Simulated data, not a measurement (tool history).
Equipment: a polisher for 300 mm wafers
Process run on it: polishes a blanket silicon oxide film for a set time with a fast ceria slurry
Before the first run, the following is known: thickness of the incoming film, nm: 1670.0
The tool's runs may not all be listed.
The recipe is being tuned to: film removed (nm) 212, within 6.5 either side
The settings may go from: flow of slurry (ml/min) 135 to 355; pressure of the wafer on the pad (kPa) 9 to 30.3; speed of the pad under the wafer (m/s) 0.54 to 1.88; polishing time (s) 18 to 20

run	hour	flow of slurry (ml/min)	pressure of the wafer on the pad (kPa)	speed of the pad under the wafer (m/s)	polishing time (s)	film removed (nm)
1	0	225	19.3	1.2	20	445.73
2	4.3	225	22.8	1.2	20	516.57
3	13.3	225	22.8	1.48	20	620.46
4	18.5	225	25.5	1.48	20	698.79
5	24	170	25.5	1.48	20	678.04
6	30.6	170	22.8	1.38	20	560.15
7	31.6	170	20.7	1.3	20	497.02
8	33.5	170	18.6	1.22	20	417.98
9	35.9	170	17.2	1.16	20	376.08
10	41.6	170	15.9	1.12	20	333.99

Which of these 5 next moves meets every target?
A	47.3	170	11.7	0.96	18	?
B	47.3	185	13.8	0.84	18	?
C	47.3	175	12.4	1.24	18	?
D	47.3	135	15.2	0.7	18	?
E	47.3	160	11	1	18	?

move	film removed (nm)
A	201.01
B	214.59
C	260.48
D	197.71
E	194.26
A: the result that was furthest off in the last run now lies on the other side of its target
B: every result within its allowed miss
C: gains on the last run, yet a result remains outside its allowed miss
D: the result that was furthest off in the last run now lies on the other side of its target
E: the result that was furthest off in the last run now lies on the other side of its target
Move B is the one to make.
